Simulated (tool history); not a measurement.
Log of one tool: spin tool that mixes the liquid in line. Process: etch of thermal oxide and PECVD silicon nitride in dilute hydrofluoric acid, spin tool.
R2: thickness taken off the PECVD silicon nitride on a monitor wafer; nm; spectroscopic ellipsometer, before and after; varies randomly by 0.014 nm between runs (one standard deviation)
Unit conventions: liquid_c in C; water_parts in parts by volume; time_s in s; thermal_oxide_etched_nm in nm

run 1 hour=0 | liquid_c=26 water_parts=275 time_s=180 | thermal_oxide_etched_nm=2.8136 R2=1.2507
run 2 hour=5.2 | liquid_c=24.5 water_parts=310 time_s=180 | thermal_oxide_etched_nm=2.2837 R2=0.9694
run 3 hour=13.6 | liquid_c=24.5 water_parts=400 time_s=180 | thermal_oxide_etched_nm=1.6391 R2=0.76376
run 4 hour=16 | liquid_c=23.5 water_parts=415 time_s=180 | thermal_oxide_etched_nm=1.4982 R2=0.72438
run 5 hour=16.6 | liquid_c=23.5 water_parts=455 time_s=180 | thermal_oxide_etched_nm=1.312 R2=0.65466
run 6 hour=25.1 | liquid_c=23.5 water_parts=490 time_s=180 | thermal_oxide_etched_nm=1.1802 R2=0.63283

For run 7, what comes out?
run 7 hour=32 | liquid_c=22.5 water_parts=475 time_s=175 | thermal_oxide_etched_nm=? R2=?

thermal_oxide_etched_nm: 1.1615 nm
R2: 0.58543 nm
